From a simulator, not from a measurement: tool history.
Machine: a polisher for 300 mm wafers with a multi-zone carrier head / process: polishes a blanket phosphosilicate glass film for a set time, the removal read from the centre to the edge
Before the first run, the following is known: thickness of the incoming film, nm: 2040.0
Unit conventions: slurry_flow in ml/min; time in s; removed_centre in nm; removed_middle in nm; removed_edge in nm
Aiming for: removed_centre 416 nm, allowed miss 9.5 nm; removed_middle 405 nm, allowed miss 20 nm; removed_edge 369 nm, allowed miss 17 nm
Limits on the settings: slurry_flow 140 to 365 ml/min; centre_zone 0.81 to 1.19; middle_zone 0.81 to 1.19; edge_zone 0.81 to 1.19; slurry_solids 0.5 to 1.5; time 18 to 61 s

run	hour	slurry_flow	centre_zone	middle_zone	edge_zone	slurry_solids	time	removed_centre	removed_middle	removed_edge
1	0	235	1	1	1	1	39	363.57	362.09	365.91
2	5.9	265	1	1	1	1	39	369.25	374.73	371.19
3	14.5	265	1	1	1	1	33	309.59	318.99	312.45
4	15.3	270	1.02	1.02	1.01	1.05	33	324.67	324.02	327.06
5	20.8	280	1.03	1.04	0.99	1.1	33	330.46	342.45	318.03
6	29.1	285	1.05	1.05	1	1.15	33	341.92	349.29	328.71
7	37.3	290	1.07	1.06	1.01	1.2	33	360.07	355.02	333.56
8	38.4	295	1.08	1.07	1.02	1.25	33	361.99	372.41	348.08
9	41.9	295	1.09	1.07	1.02	1.25	33	365.71	358.33	352.54
10	50.6	300	1.1	1.08	1.02	1.3	33	373	372.66	351.66
11	52.1	300	1.11	1.09	1.02	1.3	33	376.45	374.29	346.67
12	54.4	305	1.12	1.09	1.02	1.3	33	376.37	381.75	353.43
13	62.7	305	1.13	1.09	1.02	1.3	33	382.15	377.73	348.48

Consider the 5 candidate settings below. Which is the only one whose results all fall within their allowed miss of target?
A	71	270	1.19	0.95	1.08	1.4	34	?	?	?
B	71	300	0.98	1.18	1.1	1.15	36	?	?	?
C	71	260	1.08	1.13	1	1.3	40	?	?	?
D	71	330	1.06	1.03	1.09	1.45	36	?	?	?
E	71	300	1.19	1.09	1.03	1.05	38	?	?	?

move	removed_centre	removed_middle	removed_edge
A	409.18	343.91	373.18
B	359.66	412.17	372.07
C	438.38	455.28	414.14
D	414.34	401.78	406.27
E	416.22	392.21	370.9
A: gets the furthest-off result to its target, but another result is out of tolerance
B: the biggest miss grows against the last run
C: takes the result that was furthest off past its target
D: gets the furthest-off result to its target, but another result is out of tolerance
E: meets every target
Go with E: it meets all targets.

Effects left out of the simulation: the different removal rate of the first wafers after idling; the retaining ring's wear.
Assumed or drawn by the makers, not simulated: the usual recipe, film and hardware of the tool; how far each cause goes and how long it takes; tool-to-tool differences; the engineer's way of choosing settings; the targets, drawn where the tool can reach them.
